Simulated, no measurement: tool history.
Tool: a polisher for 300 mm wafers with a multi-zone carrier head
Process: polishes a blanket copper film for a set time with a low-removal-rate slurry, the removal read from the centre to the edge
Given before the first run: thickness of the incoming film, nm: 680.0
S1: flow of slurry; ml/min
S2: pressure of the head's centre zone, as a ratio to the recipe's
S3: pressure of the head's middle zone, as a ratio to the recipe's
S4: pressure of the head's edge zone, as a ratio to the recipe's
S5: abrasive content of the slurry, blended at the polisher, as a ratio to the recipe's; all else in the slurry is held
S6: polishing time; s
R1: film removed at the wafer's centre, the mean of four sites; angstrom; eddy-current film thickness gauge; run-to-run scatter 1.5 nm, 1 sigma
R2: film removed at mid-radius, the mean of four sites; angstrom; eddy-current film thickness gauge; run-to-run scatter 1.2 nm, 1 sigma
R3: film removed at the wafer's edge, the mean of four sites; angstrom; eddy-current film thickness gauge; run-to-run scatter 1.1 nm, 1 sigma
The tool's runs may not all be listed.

run  hour   S1    S2    S3    S4    S5  S6      R1      R2      R3
  1     0  200     1     1     1     1  77  2131.4  2133.7  2129.4
  2   1.7  200     1     1     1  0.85  77  2033.4    1989  2034.7
  3   3.7  200     1  1.07     1  0.85  77  2033.4  2122.4  1995.9
  4   4.5  170     1  1.07     1  0.85  77  1983.8    2124  1999.8
  5    12  185     1  1.07     1  0.85  77  2002.4  2089.1  1993.1
  6  19.6  200  1.03  1.04  0.97  0.75  74  1911.2  1899.2  1825.3
  7  26.5  200  1.06     1  0.93   0.7  74  1920.3  1817.4  1725.6
  8  29.5  195  1.07  0.95  0.91   0.7  74  1921.6  1735.1  1737.5
  9  34.2  160  1.16   0.9  0.81   0.5  71  1681.1  1330.7  1322.2
 10  39.5  190  1.15   0.9  0.83   0.5  71    1701  1364.2  1382.1
 11  44.9  210  1.16  0.91  0.85   0.5  71  1757.1  1391.5  1400.1

Estimate the outcome of run 12 from the log above:
 12  50.4  225  1.16  0.92  0.87  0.5  71   ?   ?   ?

R1: 1744.2 angstrom
R2: 1404.4 angstrom
R3: 1438.1 angstrom
